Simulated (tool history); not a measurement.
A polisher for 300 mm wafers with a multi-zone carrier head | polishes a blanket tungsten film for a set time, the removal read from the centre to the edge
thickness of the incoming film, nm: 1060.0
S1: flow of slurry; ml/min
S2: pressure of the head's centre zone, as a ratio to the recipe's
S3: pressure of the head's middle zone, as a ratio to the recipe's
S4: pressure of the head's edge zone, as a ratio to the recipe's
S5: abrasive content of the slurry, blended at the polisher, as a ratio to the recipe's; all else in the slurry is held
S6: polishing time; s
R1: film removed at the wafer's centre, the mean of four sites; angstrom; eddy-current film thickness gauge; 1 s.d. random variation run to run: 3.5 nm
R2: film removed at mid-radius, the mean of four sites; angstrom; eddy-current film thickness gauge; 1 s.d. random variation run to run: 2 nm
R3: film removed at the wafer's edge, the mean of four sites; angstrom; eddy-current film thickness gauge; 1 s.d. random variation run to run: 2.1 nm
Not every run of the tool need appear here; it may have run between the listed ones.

run	hour	S1	S2	S3	S4	S5	S6	R1	R2	R3
1	0	280	1	1	1	1	79	2073.1	1980.5	2048.7
2	8.9	280	1	0.94	1	1	79	2083.6	1867.6	2099.6
3	10.7	285	0.99	0.96	1.02	1.05	80	2077.4	1958.4	2137.9
4	17.3	240	0.99	0.96	1.02	1.05	80	2069.4	1921.4	2111.4
5	22.6	240	0.94	0.96	1.02	1.05	80	1963.8	1931.5	2102.9
6	26.5	240	0.94	0.96	1.1	1.05	80	1951.6	1941.4	2199.3
7	29	310	1	1.06	1.19	1.3	82	2345.6	2374.2	2512.4
8	30.9	315	0.99	1.07	1.19	1.3	82	2348.1	2395.3	2523.7
9	37.6	320	0.98	1.08	1.19	1.3	82	2331.6	2398.6	2545.6
10	41	315	0.98	1.09	1.18	1.35	82	2331.7	2463.7	2525.3
11	48.7	320	0.98	1.1	1.18	1.35	82	2363	2480.7	2509.2
12	57.1	325	0.97	1.11	1.18	1.35	82	2332.1	2487.7	2537.7
13	61	325	0.97	1.12	1.18	1.35	82	2325	2523.3	2548.8
14	67.6	330	0.97	1.13	1.18	1.35	82	2338.1	2549.9	2580.1
15	76.5	335	0.97	1.14	1.18	1.35	82	2333.4	2591.1	2574.9

For run 16, what comes out?
16	78.9	340	0.97	1.15	1.18	1.35	82	?	?	?

{"run 16": {"R1": 2340.8, "R2": 2582.7, "R3": 2521}}

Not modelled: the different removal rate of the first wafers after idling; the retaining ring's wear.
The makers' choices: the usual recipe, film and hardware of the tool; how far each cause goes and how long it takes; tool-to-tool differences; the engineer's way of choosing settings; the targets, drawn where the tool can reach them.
